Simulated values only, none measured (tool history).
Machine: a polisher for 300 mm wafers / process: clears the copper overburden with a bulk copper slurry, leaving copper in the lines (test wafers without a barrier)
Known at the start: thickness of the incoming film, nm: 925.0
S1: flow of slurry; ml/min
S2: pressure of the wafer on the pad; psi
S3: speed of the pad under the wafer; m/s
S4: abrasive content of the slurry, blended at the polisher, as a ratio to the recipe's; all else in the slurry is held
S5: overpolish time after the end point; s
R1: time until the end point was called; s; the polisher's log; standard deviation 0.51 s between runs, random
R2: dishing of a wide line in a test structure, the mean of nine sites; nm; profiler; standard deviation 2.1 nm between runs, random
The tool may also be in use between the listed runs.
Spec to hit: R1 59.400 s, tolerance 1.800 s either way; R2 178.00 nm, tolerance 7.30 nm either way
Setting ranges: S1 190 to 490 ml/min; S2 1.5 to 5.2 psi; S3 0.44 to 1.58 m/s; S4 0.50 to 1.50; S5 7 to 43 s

| run | hour | S1 | S2 | S3 | S4 | S5 | R1 | R2 |
|---|---|---|---|---|---|---|---|---|
| 1 | 0.0 | 315 | 3.3 | 1.00 | 1.00 | 22 | 76.913 | 138.06 |
| 2 | 2.0 | 315 | 2.6 | 1.00 | 1.00 | 22 | 97.161 | 113.98 |
| 3 | 4.1 | 315 | 3.0 | 1.00 | 1.00 | 23 | 83.658 | 130.71 |
| 4 | 10.9 | 315 | 3.0 | 0.74 | 1.00 | 23 | 107.250 | 111.62 |
| 5 | 17.1 | 315 | 3.5 | 0.74 | 1.00 | 23 | 92.530 | 128.15 |
| 6 | 25.3 | 315 | 3.5 | 0.74 | 1.10 | 23 | 90.434 | 129.64 |
| 7 | 26.2 | 315 | 3.9 | 0.74 | 1.10 | 23 | 82.185 | 141.97 |
| 8 | 30.1 | 315 | 4.2 | 0.74 | 1.10 | 22 | 76.973 | 142.08 |
| 9 | 34.2 | 315 | 4.5 | 0.74 | 1.10 | 22 | 71.560 | 152.35 |

Of the 5 settings listed for the next run, only one would bring every result within its allowed miss of target. Which one?
| A | 38.3 | 290 | 4.8 | 0.84 | 1.25 | 25 | ? | ? |
| B | 38.3 | 380 | 5.1 | 0.88 | 1.05 | 31 | ? | ? |
| C | 38.3 | 330 | 4.9 | 0.76 | 1.10 | 27 | ? | ? |
| D | 38.3 | 435 | 5.2 | 0.68 | 1.10 | 27 | ? | ? |
| E | 38.3 | 255 | 4.9 | 0.94 | 1.10 | 23 | ? | ? |

| move | R1 | R2 |
|---|---|---|
| A | 59.942 | 179.18 |
| B | 55.138 | 202.96 |
| C | 64.761 | 179.86 |
| D | 65.586 | 180.86 |
| E | 55.482 | 179.42 |
A: all results land within tolerance of their targets
B: moves the result that the last run missed by most past its target, out the other side
C: nearer the targets than the last run, but a result is still out of spec
D: nearer the targets than the last run, but a result is still out of spec
E: moves the result that the last run missed by most past its target, out the other side
A is the move that brings every result within its allowed miss.
